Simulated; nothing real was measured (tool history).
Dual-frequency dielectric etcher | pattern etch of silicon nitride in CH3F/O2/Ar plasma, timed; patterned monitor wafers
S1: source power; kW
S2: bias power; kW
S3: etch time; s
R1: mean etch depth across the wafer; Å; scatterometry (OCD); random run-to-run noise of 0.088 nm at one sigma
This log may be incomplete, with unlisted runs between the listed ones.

Run 1, hour 0: S1 0.38 kW, S2 0.085 kW, S3 28 s. Result: R1 224.33 Å.
Run 2, hour 0.6: S1 0.37 kW, S2 0.085 kW, S3 28 s. Result: R1 222.14 Å.
Run 3, hour 1.3: S1 0.37 kW, S2 0.091 kW, S3 28 s. Result: R1 227.87 Å.
Run 4, hour 2.8: S1 0.37 kW, S2 0.091 kW, S3 26 s. Result: R1 213.86 Å.
Run 5, hour 5.1: S1 0.37 kW, S2 0.091 kW, S3 26 s. Result: R1 211.97 Å.
Run 6, hour 6: S1 0.37 kW, S2 0.091 kW, S3 26 s. Result: R1 211.78 Å.

Run 7, settings as shown, results not yet in. Your forecast:
Run 7, hour 14.5: S1 0.36 kW, S2 0.091 kW, S3 26 s. Result: R1 ?.

R1: 209.93 Å

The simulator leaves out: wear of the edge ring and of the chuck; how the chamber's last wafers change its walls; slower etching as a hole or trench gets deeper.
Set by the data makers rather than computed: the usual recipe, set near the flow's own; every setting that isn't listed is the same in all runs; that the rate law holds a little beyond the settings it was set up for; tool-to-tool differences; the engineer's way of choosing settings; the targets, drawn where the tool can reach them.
